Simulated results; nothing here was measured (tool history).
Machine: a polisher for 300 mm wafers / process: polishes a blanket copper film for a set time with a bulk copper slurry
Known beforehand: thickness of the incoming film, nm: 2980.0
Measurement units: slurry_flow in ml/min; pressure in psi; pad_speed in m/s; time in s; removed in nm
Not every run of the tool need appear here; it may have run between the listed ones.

run  hour  slurry_flow  pressure  pad_speed  slurry_solids  time  removed
  1     0          195       2.6       0.86              1    85   531.57
  2   2.7          240       2.6       0.86              1    85   542.39
  3     4          240       2.5       0.86              1    85   525.84
  4     7          240       2.5       0.86              1    85   528.92
  5  12.1          285       2.5       0.86              1    85   529.26
  6  20.4          285       2.5       0.86           0.85    85   514.16
  7  28.3          285       2.4       0.86           0.85    85   489.87
  8  31.8          285       2.3       0.86           0.85    85   479.22

What does the tool deliver on the next run?
  9  36.9          285       2.2       0.86           0.85    85        ?

removed: 466.61 nm

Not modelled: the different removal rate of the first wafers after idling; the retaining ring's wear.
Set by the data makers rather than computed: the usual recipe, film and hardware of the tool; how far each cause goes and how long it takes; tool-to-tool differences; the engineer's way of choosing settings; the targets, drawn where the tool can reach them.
